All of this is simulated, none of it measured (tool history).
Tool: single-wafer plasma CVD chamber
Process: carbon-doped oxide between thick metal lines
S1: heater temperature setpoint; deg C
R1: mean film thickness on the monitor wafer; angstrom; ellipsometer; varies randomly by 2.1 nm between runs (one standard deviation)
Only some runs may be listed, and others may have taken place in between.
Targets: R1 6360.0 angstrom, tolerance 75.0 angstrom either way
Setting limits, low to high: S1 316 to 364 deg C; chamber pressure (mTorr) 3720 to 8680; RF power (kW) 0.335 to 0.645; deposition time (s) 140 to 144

{"run": 1, "hour": 0.0, "S1": 340, "chamber pressure (mTorr)": 6200, "RF power (kW)": 0.49, "deposition time (s)": 140, "R1": 7003.4}
{"run": 2, "hour": 5.2, "S1": 344, "chamber pressure (mTorr)": 5900, "RF power (kW)": 0.485, "deposition time (s)": 140, "R1": 6872.6}
{"run": 3, "hour": 6.7, "S1": 353, "chamber pressure (mTorr)": 5900, "RF power (kW)": 0.485, "deposition time (s)": 140, "R1": 6774.5}
{"run": 4, "hour": 9.6, "S1": 343, "chamber pressure (mTorr)": 5900, "RF power (kW)": 0.485, "deposition time (s)": 140, "R1": 6882.0}
{"run": 5, "hour": 10.9, "S1": 338, "chamber pressure (mTorr)": 5900, "RF power (kW)": 0.485, "deposition time (s)": 140, "R1": 6953.8}
{"run": 6, "hour": 11.5, "S1": 343, "chamber pressure (mTorr)": 5900, "RF power (kW)": 0.485, "deposition time (s)": 140, "R1": 6854.6}
{"run": 7, "hour": 17.2, "S1": 345, "chamber pressure (mTorr)": 5540, "RF power (kW)": 0.48, "deposition time (s)": 140, "R1": 6808.6}
{"hour": 24.8, "done": "thermocouple changed; heater temperature recalibrated"}
{"run": 8, "hour": 24.8, "S1": 347, "chamber pressure (mTorr)": 5460, "RF power (kW)": 0.47, "deposition time (s)": 140, "R1": 6722.0}
{"run": 9, "hour": 26.6, "S1": 349, "chamber pressure (mTorr)": 5420, "RF power (kW)": 0.46, "deposition time (s)": 140, "R1": 6610.3}
{"run": 10, "hour": 31.3, "S1": 350, "chamber pressure (mTorr)": 5350, "RF power (kW)": 0.455, "deposition time (s)": 140, "R1": 6601.3}
{"run": 11, "hour": 39.7, "S1": 351, "chamber pressure (mTorr)": 5310, "RF power (kW)": 0.45, "deposition time (s)": 140, "R1": 6542.7}
{"run": 12, "hour": 45.1, "S1": 352, "chamber pressure (mTorr)": 5260, "RF power (kW)": 0.445, "deposition time (s)": 140, "R1": 6463.2}
{"run": 13, "hour": 48.0, "S1": 353, "chamber pressure (mTorr)": 5230, "RF power (kW)": 0.445, "deposition time (s)": 140, "R1": 6469.9}
{"run": 14, "hour": 49.7, "S1": 354, "chamber pressure (mTorr)": 5200, "RF power (kW)": 0.445, "deposition time (s)": 140, "R1": 6422.6}

Which single option among these 4 for the next run brings every result within its allowed miss of target? Just one does.
{"run": "A", "hour": 51.4, "S1": 356, "chamber pressure (mTorr)": 4070, "RF power (kW)": 0.455, "deposition time (s)": 142, "R1": "?"}
{"run": "B", "hour": 51.4, "S1": 354, "chamber pressure (mTorr)": 3940, "RF power (kW)": 0.5, "deposition time (s)": 140, "R1": "?"}
{"run": "C", "hour": 51.4, "S1": 350, "chamber pressure (mTorr)": 5910, "RF power (kW)": 0.435, "deposition time (s)": 140, "R1": "?"}
{"run": "D", "hour": 51.4, "S1": 354, "chamber pressure (mTorr)": 5710, "RF power (kW)": 0.425, "deposition time (s)": 142, "R1": "?"}

move=A R1=6359.8
move=B R1=6517.9
move=C R1=6542.4
move=D R1=6483.8
A: each result inside its tolerance
B: the biggest miss grows against the last run
C: the biggest miss grows against the last run
D: the biggest miss grows against the last run
Move A is the one to make.
